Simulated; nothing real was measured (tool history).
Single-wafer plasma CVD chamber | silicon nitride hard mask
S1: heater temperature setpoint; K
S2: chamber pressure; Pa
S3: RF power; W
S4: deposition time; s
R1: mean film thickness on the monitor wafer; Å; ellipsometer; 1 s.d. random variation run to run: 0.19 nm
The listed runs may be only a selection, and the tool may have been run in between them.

| run | hour | S1 | S2 | S3 | S4 | R1 |
|---|---|---|---|---|---|---|
| 1 | 0.0 | 668.15 | 219 | 280 | 45.9 | 486.49 |
| 2 | 7.6 | 668.15 | 219 | 280 | 47.4 | 504.46 |
| 3 | 13.8 | 668.15 | 225 | 285 | 47.4 | 508.41 |
| 4 | 17.9 | 668.15 | 225 | 285 | 47.4 | 507.12 |
| 5 | 20.5 | 668.15 | 225 | 285 | 47.4 | 507.36 |
| 6 | 22.9 | 668.15 | 255 | 285 | 47.4 | 517.38 |

What does the tool deliver on the next run?
| 7 | 26.5 | 668.15 | 256 | 290 | 47.4 | ? |

R1: 526.32 Å
